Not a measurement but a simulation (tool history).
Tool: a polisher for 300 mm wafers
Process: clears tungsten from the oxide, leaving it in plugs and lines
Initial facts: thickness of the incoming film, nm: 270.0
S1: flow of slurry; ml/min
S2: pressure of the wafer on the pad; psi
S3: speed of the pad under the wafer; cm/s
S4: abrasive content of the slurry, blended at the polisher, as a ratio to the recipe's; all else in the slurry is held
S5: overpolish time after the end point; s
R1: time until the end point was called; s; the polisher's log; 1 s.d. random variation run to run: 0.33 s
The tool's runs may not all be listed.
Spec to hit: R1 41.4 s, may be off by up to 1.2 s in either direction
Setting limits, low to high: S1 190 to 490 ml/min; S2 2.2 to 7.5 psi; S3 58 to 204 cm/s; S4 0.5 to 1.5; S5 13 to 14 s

run  hour   S1   S2   S3   S4  S5      R1
  1     0  315  4.8  130    1  13  32.576
  2   5.5  315  4.8  130  0.9  13  33.985
  3  12.8  315  4.5  130  0.9  13  36.064
  4  19.1  315  4.5  162  0.9  13  28.594
  5  19.7  315    4  162  0.9  13  31.374
  6  21.9  315  3.6  162  0.9  13  33.841
  7  24.2  310  2.4  162  0.9  13  45.161
  8  27.4  315  2.5  162  0.9  13  44.197
  9  31.4  315  2.6  162  0.9  13  42.407

Exactly one of the 5 candidate moves below puts every result within its allowed miss. Which one?
  A  35.4  325  2.5  170  0.75  13   ?
  B  35.4  365  2.5  156   0.9  13   ?
  C  35.4  430  2.4  158   1.3  14   ?
  D  35.4  295  2.2  172     1  14   ?
  E  35.4  295  3.2  142   0.8  14   ?

move      R1
   A  43.763
   B  44.981
   C      41
   D  43.946
   E  43.705
A: misses by more than the last run did
B: misses by more than the last run did
C: all results land within tolerance of their targets
D: misses by more than the last run did
E: misses by more than the last run did
Move C is the one to make.
